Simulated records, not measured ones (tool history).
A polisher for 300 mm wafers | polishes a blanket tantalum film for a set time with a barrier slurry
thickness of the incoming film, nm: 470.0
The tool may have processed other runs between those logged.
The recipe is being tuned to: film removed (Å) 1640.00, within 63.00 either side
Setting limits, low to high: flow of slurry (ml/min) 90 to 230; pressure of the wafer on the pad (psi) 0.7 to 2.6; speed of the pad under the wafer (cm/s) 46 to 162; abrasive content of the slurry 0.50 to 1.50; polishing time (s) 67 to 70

run	hour	flow of slurry (ml/min)	pressure of the wafer on the pad (psi)	speed of the pad under the wafer (cm/s)	abrasive content of the slurry	polishing time (s)	film removed (Å)
1	0.0	150	1.6	104	1.00	67	971.76
2	1.8	155	1.8	104	1.00	67	1105.00
3	8.4	155	1.8	124	1.00	67	1264.70
4	16.2	155	1.6	124	1.00	67	1147.80
5	24.7	155	1.6	124	1.00	70	1200.90
6	25.6	155	1.3	124	1.00	70	1007.50
7	34.1	155	1.5	124	1.00	70	1135.90
8	40.7	155	1.6	124	1.00	70	1217.50
9	45.9	155	1.7	124	1.00	70	1266.40
10	46.4	160	1.8	124	1.00	70	1356.60
11	50.9	160	1.9	124	1.00	70	1433.60
12	55.3	160	2.0	124	1.00	70	1499.30
13	60.7	160	2.1	124	1.00	70	1561.50
14	66.9	165	2.1	124	1.00	70	1565.90

5 candidate next runs follow, results not yet known. Just one meets every target within its allowed miss. Identify it.
A	73.1	155	2.3	132	1.15	70	?
B	73.1	160	2.1	118	1.00	68	?
C	73.1	165	2.4	124	0.90	67	?
D	73.1	155	2.0	126	1.15	68	?
E	73.1	160	2.0	128	1.00	68	?

move	film removed (Å)
A	1826.70
B	1435.80
C	1661.80
D	1487.40
E	1482.80
A: moves the result that the last run missed by most past its target, out the other side
B: its largest miss is bigger than the last run's
C: meets every target
D: its largest miss is bigger than the last run's
E: its largest miss is bigger than the last run's
Correct choice: C, which meets every target
